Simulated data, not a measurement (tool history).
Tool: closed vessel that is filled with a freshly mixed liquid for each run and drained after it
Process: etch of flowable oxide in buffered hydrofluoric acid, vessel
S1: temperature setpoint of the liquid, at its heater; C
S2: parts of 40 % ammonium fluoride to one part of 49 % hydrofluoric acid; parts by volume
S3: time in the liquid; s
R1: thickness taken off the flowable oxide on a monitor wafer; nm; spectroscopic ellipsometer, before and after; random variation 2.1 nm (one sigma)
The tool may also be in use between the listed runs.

run	hour	S1	S2	S3	R1
1	0	20	19	100	111.76
2	4.7	22	19	100	127.11
3	12.2	19	19	100	107.63
4	17.2	19	16	100	129.26
5	19.3	20.5	16	100	139.22
6	21.2	20.5	20.5	100	109.1

Run 7 comes next. What will it give?
7	29.9	21.5	19.5	100	?

Run 7 gave R1 119.6 nm.
